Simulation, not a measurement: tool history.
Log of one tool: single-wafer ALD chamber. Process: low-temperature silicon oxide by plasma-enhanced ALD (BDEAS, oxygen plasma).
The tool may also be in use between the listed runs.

run  hour  heater temperature setpoint (K)  number of ALD cycles (cycles)  mean film thickness on the monitor wafer (angstrom)
  1   0.0                           383.15                             52                                               75.073
  2   0.8                           382.15                             53                                               77.086
  3   6.6                           382.15                             48                                               69.119
  4  10.4                           382.15                             51                                               73.799
  5  16.1                           376.15                             51                                               74.848
  6  22.9                           370.15                             51                                               74.981
  7  26.4                           370.15                             52                                               76.644

Run 8, settings as shown, results not yet in. Your forecast:
     34.2  -- thermocouple changed; heater temperature recalibrated
  8  34.2                           370.15                             53                                                    ?

Run 8 produced mean film thickness on the monitor wafer (angstrom) 78.909.
